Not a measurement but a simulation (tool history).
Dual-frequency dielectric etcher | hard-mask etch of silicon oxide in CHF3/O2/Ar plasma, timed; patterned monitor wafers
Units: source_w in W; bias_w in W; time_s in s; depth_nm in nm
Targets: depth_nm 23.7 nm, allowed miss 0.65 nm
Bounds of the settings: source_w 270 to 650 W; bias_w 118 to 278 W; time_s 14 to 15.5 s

| run | hour | source_w | bias_w | time_s | depth_nm |
|---|---|---|---|---|---|
| 1 | 0 | 460 | 198 | 15.5 | 28.489 |
| 2 | 5.9 | 430 | 191 | 15.5 | 27.726 |
| 3 | 13.3 | 430 | 191 | 14 | 25.248 |
| 4 | 18.9 | 420 | 189 | 14 | 25.055 |
| 5 | 27.3 | 410 | 188 | 14 | 24.746 |
| 6 | 28.1 | 410 | 188 | 15.5 | 27.468 |
| 7 | 36.8 | 400 | 177 | 15.5 | 26.71 |
| 8 | 41.2 | 380 | 171 | 15.5 | 26.013 |
| 9 | 43.5 | 370 | 166 | 15.5 | 25.428 |

4 next moves are on the table. One of them brings every result within its allowed miss. Which?
| A | 45.8 | 340 | 185 | 15 | ? |
| B | 45.8 | 350 | 195 | 14.5 | ? |
| C | 45.8 | 280 | 179 | 14 | ? |
| D | 45.8 | 330 | 177 | 14.5 | ? |

| move | depth_nm |
|---|---|
| A | 25.434 |
| B | 25.244 |
| C | 22.555 |
| D | 24.023 |
A: as far off as the last run
B: nearer than the last run, and not there yet
C: takes the result that was furthest off past its target
D: meets every target
The right move is D.

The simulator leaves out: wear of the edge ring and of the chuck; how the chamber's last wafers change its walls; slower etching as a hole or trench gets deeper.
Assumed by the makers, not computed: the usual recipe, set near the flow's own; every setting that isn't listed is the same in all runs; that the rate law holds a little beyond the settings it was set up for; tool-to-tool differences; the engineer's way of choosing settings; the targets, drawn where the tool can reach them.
